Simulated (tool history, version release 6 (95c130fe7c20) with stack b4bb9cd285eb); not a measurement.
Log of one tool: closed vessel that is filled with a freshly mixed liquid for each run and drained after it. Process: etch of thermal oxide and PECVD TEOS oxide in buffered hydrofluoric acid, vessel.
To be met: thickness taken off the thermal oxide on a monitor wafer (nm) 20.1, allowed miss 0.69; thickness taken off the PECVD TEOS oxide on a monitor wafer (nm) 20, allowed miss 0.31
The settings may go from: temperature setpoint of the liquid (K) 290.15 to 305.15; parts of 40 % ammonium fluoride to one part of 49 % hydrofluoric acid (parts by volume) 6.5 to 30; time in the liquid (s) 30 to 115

| run | hour | temperature setpoint of the liquid (K) | parts of 40 % ammonium fluoride to one part of 49 % hydrofluoric acid (parts by volume) | time in the liquid (s) | thickness taken off the thermal oxide on a monitor wafer (nm) | thickness taken off the PECVD TEOS oxide on a monitor wafer (nm) |
|---|---|---|---|---|---|---|
| 1 | 0 | 297.15 | 19.5 | 60 | 34.218 | 34.349 |
| 2 | 4.2 | 295.15 | 20.5 | 60 | 29.564 | 29.522 |
| 3 | 6.8 | 295.15 | 20.5 | 50 | 24.687 | 24.449 |
| 4 | 14.1 | 294.15 | 20.5 | 50 | 23.037 | 23.194 |
| 5 | 16.9 | 294.15 | 16.5 | 50 | 28.359 | 28.33 |
| 6 | 24 | 293.15 | 17.5 | 50 | 25.349 | 25.377 |
| 7 | 30.6 | 292.15 | 18 | 50 | 22.976 | 23.406 |
| 8 | 37.7 | 291.65 | 18.5 | 50 | 22.175 | 21.961 |

Which of these 4 next moves meets every target?
| A | 44.8 | 291.15 | 9 | 30 | ? | ? |
| B | 44.8 | 292.15 | 21.5 | 50 | ? | ? |
| C | 44.8 | 293.65 | 17 | 45 | ? | ? |
| D | 44.8 | 291.15 | 16.5 | 50 | ? | ? |

| move | thickness taken off the thermal oxide on a monitor wafer (nm) | thickness taken off the PECVD TEOS oxide on a monitor wafer (nm) |
|---|---|---|
| A | 25.195 | 25.23 |
| B | 20.025 | 20.053 |
| C | 24.2 | 24.234 |
| D | 24.052 | 24.085 |
A: further off than the last run
B: meets every target
C: further off than the last run
D: further off than the last run
The right move is B.
